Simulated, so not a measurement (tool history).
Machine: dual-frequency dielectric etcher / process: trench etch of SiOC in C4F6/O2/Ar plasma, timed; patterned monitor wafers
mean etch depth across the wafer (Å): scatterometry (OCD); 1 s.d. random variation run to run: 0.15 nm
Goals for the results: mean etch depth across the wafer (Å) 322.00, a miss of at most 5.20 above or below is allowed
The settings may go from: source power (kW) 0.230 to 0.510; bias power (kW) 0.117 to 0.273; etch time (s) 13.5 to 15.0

run    day  source power (kW)  bias power (kW)  etch time (s)  mean etch depth across the wafer (Å)
  1  0.000              0.370            0.195           15.0                                291.92
  2  0.175              0.410            0.195           15.0                                308.97
  3  0.438              0.410            0.195           13.5                                276.71
  4  0.638              0.410            0.195           13.5                                276.35
  5  0.733              0.460            0.195           13.5                                293.04
  6  0.842              0.470            0.201           13.5                                296.64
  7  1.054              0.480            0.208           13.5                                300.09
  8  1.329              0.490            0.215           13.5                                308.01
  9  1.550              0.490            0.219           13.5                                309.28
 10  1.846              0.490            0.223           13.5                                310.10
 11  2.088              0.490            0.226           13.5                                309.11
 12  2.438              0.490            0.230           13.5                                309.30
 13  2.662              0.490            0.233           13.5                                311.13
 14  3.000              0.490            0.236           13.5                                314.72
 15  3.250              0.490            0.237           13.5                                313.32
 16  3.617              0.490            0.239           13.5                                316.97

Which one of the following 4 next-run settings gets every result inside its allowed miss? There is exactly one.
  A  3.983              0.450            0.215           14.0                                     ?
  B  3.983              0.480            0.242           14.0                                     ?
  C  3.983              0.480            0.241           13.5                                     ?
  D  3.983              0.470            0.235           13.5                                     ?

move  mean etch depth across the wafer (Å)
   A                                305.14
   B                                322.61
   C                                310.80
   D                                306.09
A: its largest miss is bigger than the last run's
B: hits every target within its allowed miss
C: its largest miss is bigger than the last run's
D: its largest miss is bigger than the last run's
Go with B: it meets all targets.
